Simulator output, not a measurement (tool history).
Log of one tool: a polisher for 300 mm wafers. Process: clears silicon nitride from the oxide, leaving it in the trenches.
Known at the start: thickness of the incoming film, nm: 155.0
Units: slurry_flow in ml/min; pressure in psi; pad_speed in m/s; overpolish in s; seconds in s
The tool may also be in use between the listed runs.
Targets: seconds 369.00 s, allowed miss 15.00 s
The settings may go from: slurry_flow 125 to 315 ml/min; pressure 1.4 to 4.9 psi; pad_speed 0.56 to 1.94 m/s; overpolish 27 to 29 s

run,day,slurry_flow,pressure,pad_speed,overpolish,seconds
1,0.000,205,3.1,1.24,27,135.50
2,0.217,205,3.1,1.24,29,135.59
3,0.350,200,2.6,1.06,29,184.95
4,0.571,195,2.2,0.94,29,227.63
5,0.658,195,2.2,1.14,29,189.54
6,0.812,195,2.2,1.14,29,189.31
7,1.088,195,1.9,0.98,29,240.74
8,1.438,185,1.4,0.62,29,441.97
9,1.575,195,1.5,0.62,29,412.82
10,1.612,205,1.6,0.62,29,405.58
11,1.638,205,1.7,0.62,29,392.58

4 next moves are on the table. One of them brings every result within its allowed miss. Which?
A,1.662,190,2.2,0.56,29,?
B,1.662,240,1.5,0.58,29,?
C,1.662,170,1.5,0.62,27,?
D,1.662,230,1.5,0.62,29,?

move,seconds
A,367.51
B,432.68
C,421.30
D,408.05
A: meets every target
B: further off than the last run
C: further off than the last run
D: further off than the last run
Move A is the one to make.
